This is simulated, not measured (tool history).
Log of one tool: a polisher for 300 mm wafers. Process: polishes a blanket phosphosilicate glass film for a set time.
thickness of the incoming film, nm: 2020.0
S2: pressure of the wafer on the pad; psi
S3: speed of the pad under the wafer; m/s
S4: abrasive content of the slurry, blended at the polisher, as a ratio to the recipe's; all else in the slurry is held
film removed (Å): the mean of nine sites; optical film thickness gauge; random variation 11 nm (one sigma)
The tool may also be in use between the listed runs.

Run 1, hour 0.0: flow of slurry (ml/min) 270, S2 4.1 psi, S3 1.28 m/s, S4 1.0, polishing time (s) 46. Result: film removed (Å) 7254.5.
Run 2, hour 4.0: flow of slurry (ml/min) 270, S2 4.1 psi, S3 1.00 m/s, S4 1.0, polishing time (s) 46. Result: film removed (Å) 6141.5.
Run 3, hour 12.7: flow of slurry (ml/min) 215, S2 4.1 psi, S3 1.00 m/s, S4 1.0, polishing time (s) 46. Result: film removed (Å) 6076.8.
Run 4, hour 13.4: flow of slurry (ml/min) 215, S2 4.7 psi, S3 1.06 m/s, S4 1.0, polishing time (s) 46. Result: film removed (Å) 7043.2.
Run 5, hour 16.9: flow of slurry (ml/min) 215, S2 5.1 psi, S3 1.06 m/s, S4 1.0, polishing time (s) 46. Result: film removed (Å) 7461.2.
Run 6, hour 22.5: flow of slurry (ml/min) 215, S2 5.5 psi, S3 1.06 m/s, S4 1.0, polishing time (s) 46. Result: film removed (Å) 8020.7.
Run 7, hour 28.9: flow of slurry (ml/min) 215, S2 5.7 psi, S3 1.18 m/s, S4 1.0, polishing time (s) 46. Result: film removed (Å) 8911.6.
Run 8, hour 34.6: flow of slurry (ml/min) 215, S2 5.9 psi, S3 1.26 m/s, S4 1.0, polishing time (s) 46. Result: film removed (Å) 9750.4.
Run 9, hour 40.5: flow of slurry (ml/min) 215, S2 6.0 psi, S3 1.32 m/s, S4 1.0, polishing time (s) 46. Result: film removed (Å) 10280.0.

Run 10 comes next. What will it give?
Run 10, hour 43.3: flow of slurry (ml/min) 215, S2 6.1 psi, S3 1.36 m/s, S4 1.0, polishing time (s) 46. Result: film removed (Å) ?.

film removed (Å): 10604.0
